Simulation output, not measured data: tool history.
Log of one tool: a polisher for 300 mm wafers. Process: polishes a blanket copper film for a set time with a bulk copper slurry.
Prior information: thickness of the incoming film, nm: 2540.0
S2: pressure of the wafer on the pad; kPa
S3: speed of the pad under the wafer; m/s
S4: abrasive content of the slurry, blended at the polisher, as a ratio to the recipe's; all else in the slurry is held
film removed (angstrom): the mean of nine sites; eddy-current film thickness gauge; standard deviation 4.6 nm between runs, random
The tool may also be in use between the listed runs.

{"run": 1, "hour": 0.0, "flow of slurry (ml/min)": 310, "S2": 17.2, "S3": 1.1, "S4": 1.0, "polishing time (s)": 30, "film removed (angstrom)": 2276.9}
{"run": 2, "hour": 8.5, "flow of slurry (ml/min)": 310, "S2": 17.2, "S3": 1.1, "S4": 1.0, "polishing time (s)": 27, "film removed (angstrom)": 1970.8}
{"run": 3, "hour": 11.0, "flow of slurry (ml/min)": 310, "S2": 17.2, "S3": 1.1, "S4": 0.8, "polishing time (s)": 27, "film removed (angstrom)": 1903.2}
{"run": 4, "hour": 18.5, "flow of slurry (ml/min)": 250, "S2": 17.2, "S3": 1.1, "S4": 0.8, "polishing time (s)": 27, "film removed (angstrom)": 1869.7}
{"run": 5, "hour": 24.8, "flow of slurry (ml/min)": 185, "S2": 17.2, "S3": 1.1, "S4": 0.8, "polishing time (s)": 27, "film removed (angstrom)": 1791.3}
{"run": 6, "hour": 30.6, "flow of slurry (ml/min)": 185, "S2": 17.2, "S3": 1.1, "S4": 0.8, "polishing time (s)": 27, "film removed (angstrom)": 1823.0}
{"run": 7, "hour": 32.8, "flow of slurry (ml/min)": 185, "S2": 19.3, "S3": 1.12, "S4": 0.8, "polishing time (s)": 27, "film removed (angstrom)": 2078.8}
{"run": 8, "hour": 35.2, "flow of slurry (ml/min)": 185, "S2": 20.7, "S3": 1.12, "S4": 0.8, "polishing time (s)": 27, "film removed (angstrom)": 2199.2}
{"run": 9, "hour": 39.2, "flow of slurry (ml/min)": 185, "S2": 22.1, "S3": 1.14, "S4": 0.8, "polishing time (s)": 27, "film removed (angstrom)": 2385.3}
{"run": 10, "hour": 40.0, "flow of slurry (ml/min)": 185, "S2": 23.4, "S3": 1.16, "S4": 0.8, "polishing time (s)": 27, "film removed (angstrom)": 2567.1}

Run 11 is up next; what results do you expect?
{"run": 11, "hour": 43.2, "flow of slurry (ml/min)": 185, "S2": 24.1, "S3": 1.18, "S4": 0.8, "polishing time (s)": 27, "film removed (angstrom)": "?"}

{"run 11": {"film removed (angstrom)": 2712.8}}
